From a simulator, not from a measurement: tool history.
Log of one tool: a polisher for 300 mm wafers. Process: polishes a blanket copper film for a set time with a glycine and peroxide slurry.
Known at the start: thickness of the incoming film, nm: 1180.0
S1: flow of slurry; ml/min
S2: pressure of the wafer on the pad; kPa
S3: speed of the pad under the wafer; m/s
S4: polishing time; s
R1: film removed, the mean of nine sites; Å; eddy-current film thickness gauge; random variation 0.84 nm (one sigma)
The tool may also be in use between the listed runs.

run	hour	S1	S2	S3	S4	R1
1	0	150	15.2	0.88	44	1520.7
2	4	150	15.2	0.8	44	1419.5
3	7.2	145	14.5	0.8	44	1365.5
4	15.6	140	13.8	0.8	44	1304.8
5	23.6	135	13.1	0.8	44	1251.8
6	26.8	130	13.1	0.8	44	1248
7	33.6	125	13.1	0.8	44	1229.2
8	38.5	120	13.1	0.8	44	1244.7
9	42.2	120	12.4	0.8	44	1201.7

The next listed run, before its measurement:
10	49	120	12.4	0.8	44	?

Run 10 gave R1 1179.1 Å.

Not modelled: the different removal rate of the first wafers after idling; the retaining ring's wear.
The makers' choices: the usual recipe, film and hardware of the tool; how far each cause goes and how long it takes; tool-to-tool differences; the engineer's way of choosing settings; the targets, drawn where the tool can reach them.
